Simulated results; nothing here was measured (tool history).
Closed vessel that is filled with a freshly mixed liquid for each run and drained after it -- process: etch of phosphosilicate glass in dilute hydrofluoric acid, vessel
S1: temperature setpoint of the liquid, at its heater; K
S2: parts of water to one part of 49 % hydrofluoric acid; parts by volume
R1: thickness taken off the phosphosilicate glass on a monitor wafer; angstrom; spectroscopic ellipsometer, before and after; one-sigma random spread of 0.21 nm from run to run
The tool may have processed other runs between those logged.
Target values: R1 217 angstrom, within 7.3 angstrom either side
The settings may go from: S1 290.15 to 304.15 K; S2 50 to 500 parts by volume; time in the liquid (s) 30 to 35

Run 1, hour 0: S1 296.15 K, S2 275 parts by volume, time in the liquid (s) 35. Result: R1 78.716 angstrom.
Run 2, hour 6.2: S1 296.15 K, S2 275 parts by volume, time in the liquid (s) 30. Result: R1 69.024 angstrom.
Run 3, hour 8.3: S1 297.15 K, S2 250 parts by volume, time in the liquid (s) 30. Result: R1 79.309 angstrom.
Run 4, hour 10.8: S1 297.15 K, S2 300 parts by volume, time in the liquid (s) 30. Result: R1 63.202 angstrom.
Run 5, hour 11.9: S1 297.65 K, S2 270 parts by volume, time in the liquid (s) 30. Result: R1 74.565 angstrom.
Run 6, hour 15.1: S1 297.65 K, S2 270 parts by volume, time in the liquid (s) 30. Result: R1 75.138 angstrom.
Run 7, hour 16: S1 298.15 K, S2 245 parts by volume, time in the liquid (s) 30. Result: R1 85.537 angstrom.
Run 8, hour 21.1: S1 302.15 K, S2 135 parts by volume, time in the liquid (s) 30. Result: R1 205.23 angstrom.

Below are 5 possible settings for the next run. Only one of them brings all results inside the allowed miss of their targets. Which is it?
Run A, hour 26.2: S1 301.65 K, S2 135 parts by volume, time in the liquid (s) 30. Result: R1 ?.
Run B, hour 26.2: S1 304.15 K, S2 135 parts by volume, time in the liquid (s) 30. Result: R1 ?.
Run C, hour 26.2: S1 304.15 K, S2 170 parts by volume, time in the liquid (s) 35. Result: R1 ?.
Run D, hour 26.2: S1 300.15 K, S2 145 parts by volume, time in the liquid (s) 35. Result: R1 ?.
Run E, hour 26.2: S1 303.15 K, S2 140 parts by volume, time in the liquid (s) 30. Result: R1 ?.

move      R1
   A   201.4
   B  220.46
   C  194.34
   D  204.26
   E  203.64
A: further off than the last run
B: in spec on every target
C: further off than the last run
D: further off than the last run
E: further off than the last run
Correct choice: B, which meets every target

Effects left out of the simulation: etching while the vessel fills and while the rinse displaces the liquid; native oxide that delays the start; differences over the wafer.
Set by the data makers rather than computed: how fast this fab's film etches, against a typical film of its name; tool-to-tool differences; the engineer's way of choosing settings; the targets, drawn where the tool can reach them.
